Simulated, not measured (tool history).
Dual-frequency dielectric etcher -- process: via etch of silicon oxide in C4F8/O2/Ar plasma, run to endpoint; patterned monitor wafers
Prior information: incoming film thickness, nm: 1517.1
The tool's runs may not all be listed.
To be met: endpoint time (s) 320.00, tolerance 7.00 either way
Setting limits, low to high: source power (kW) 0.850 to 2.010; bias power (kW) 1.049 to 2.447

run,day,source power (kW),bias power (kW),endpoint time (s)
1,0.000,1.430,1.748,360.02
2,0.304,1.210,1.748,380.43
3,0.396,1.370,1.805,363.60
4,0.721,1.490,1.853,347.13
5,0.954,1.490,1.607,367.68
6,1.129,1.610,1.656,353.62
7,1.246,1.700,1.692,346.13
8,1.425,1.770,1.735,339.23
9,1.788,1.820,1.771,334.68
10,1.917,1.860,1.802,329.91

Below are 4 possible settings for the next run. Only one of them brings all results inside the allowed miss of their targets. Which is it?
A,2.046,1.930,1.498,?
B,2.046,1.880,1.666,?
C,2.046,1.910,1.887,?
D,2.046,1.590,1.877,?

move,endpoint time (s)
A,344.62
B,337.02
C,322.95
D,343.62
A: misses by more than the last run did
B: misses by more than the last run did
C: meets every target
D: misses by more than the last run did
Go with C: it meets all targets.
